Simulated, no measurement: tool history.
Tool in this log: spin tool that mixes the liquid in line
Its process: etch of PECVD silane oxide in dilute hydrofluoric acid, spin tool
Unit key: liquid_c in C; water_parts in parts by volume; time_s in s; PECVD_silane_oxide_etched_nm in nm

run	hour	liquid_c	water_parts	time_s	PECVD_silane_oxide_etched_nm
1	0	21	200	95	8.2782
2	5	21	260	95	6.0087
3	14	21	235	95	6.8097
4	19.7	20.5	240	95	6.5243
5	27.3	20.5	240	75	5.1677
6	28.6	20.5	310	75	3.7061

Predict the results of run 7:
7	36.2	20.5	310	75	?

PECVD_silane_oxide_etched_nm: 3.7311 nm
